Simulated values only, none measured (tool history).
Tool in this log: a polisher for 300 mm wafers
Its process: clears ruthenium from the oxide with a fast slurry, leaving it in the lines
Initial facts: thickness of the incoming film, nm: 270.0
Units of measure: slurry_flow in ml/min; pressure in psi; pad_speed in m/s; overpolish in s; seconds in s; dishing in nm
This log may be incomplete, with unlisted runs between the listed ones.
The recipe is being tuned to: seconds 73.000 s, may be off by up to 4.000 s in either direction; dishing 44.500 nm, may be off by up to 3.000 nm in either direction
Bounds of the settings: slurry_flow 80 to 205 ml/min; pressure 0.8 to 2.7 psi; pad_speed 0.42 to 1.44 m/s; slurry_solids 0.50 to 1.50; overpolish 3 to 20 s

{"run": 1, "day": 0.0, "slurry_flow": 135, "pressure": 1.7, "pad_speed": 0.92, "slurry_solids": 1.0, "overpolish": 10, "seconds": 111.3, "dishing": 18.812}
{"run": 2, "day": 0.154, "slurry_flow": 135, "pressure": 1.7, "pad_speed": 0.92, "slurry_solids": 0.9, "overpolish": 10, "seconds": 115.51, "dishing": 18.912}
{"run": 3, "day": 0.358, "slurry_flow": 135, "pressure": 1.9, "pad_speed": 0.92, "slurry_solids": 0.85, "overpolish": 11, "seconds": 107.45, "dishing": 22.131}
{"run": 4, "day": 0.638, "slurry_flow": 135, "pressure": 1.9, "pad_speed": 1.08, "slurry_solids": 0.85, "overpolish": 11, "seconds": 91.504, "dishing": 24.898}
{"run": 5, "day": 0.925, "slurry_flow": 160, "pressure": 1.9, "pad_speed": 1.08, "slurry_solids": 0.85, "overpolish": 11, "seconds": 87.774, "dishing": 25.567}
{"run": 6, "day": 0.979, "slurry_flow": 160, "pressure": 1.9, "pad_speed": 1.08, "slurry_solids": 1.0, "overpolish": 11, "seconds": 81.878, "dishing": 27.6}
{"run": 7, "day": 1.054, "slurry_flow": 160, "pressure": 2.0, "pad_speed": 1.08, "slurry_solids": 1.0, "overpolish": 12, "seconds": 79.255, "dishing": 31.933}
{"run": 8, "day": 1.183, "slurry_flow": 160, "pressure": 2.1, "pad_speed": 1.08, "slurry_solids": 1.0, "overpolish": 13, "seconds": 75.332, "dishing": 37.11}
{"run": 9, "day": 1.442, "slurry_flow": 160, "pressure": 2.1, "pad_speed": 1.08, "slurry_solids": 1.0, "overpolish": 14, "seconds": 76.498, "dishing": 38.828}

Below are 4 possible settings for the next run. Only one of them brings all results inside the allowed miss of their targets. Which is it?
{"run": "A", "day": 1.7, "slurry_flow": 155, "pressure": 2.5, "pad_speed": 1.08, "slurry_solids": 0.7, "overpolish": 16, "seconds": "?", "dishing": "?"}
{"run": "B", "day": 1.7, "slurry_flow": 155, "pressure": 2.0, "pad_speed": 1.1, "slurry_solids": 0.85, "overpolish": 19, "seconds": "?", "dishing": "?"}
{"run": "C", "day": 1.7, "slurry_flow": 170, "pressure": 2.1, "pad_speed": 1.1, "slurry_solids": 0.95, "overpolish": 13, "seconds": "?", "dishing": "?"}
{"run": "D", "day": 1.7, "slurry_flow": 140, "pressure": 1.9, "pad_speed": 1.14, "slurry_solids": 1.05, "overpolish": 14, "seconds": "?", "dishing": "?"}

move=A seconds=73.901 dishing=45.079
move=B seconds=83.970 dishing=46.893
move=C seconds=75.806 dishing=36.488
move=D seconds=80.316 dishing=37.037
A: hits every target within its allowed miss
B: brings the last run's worst result on target, with another outside its allowed miss
C: lands further from the targets than the last run did
D: lands further from the targets than the last run did
The move that meets every target is A.
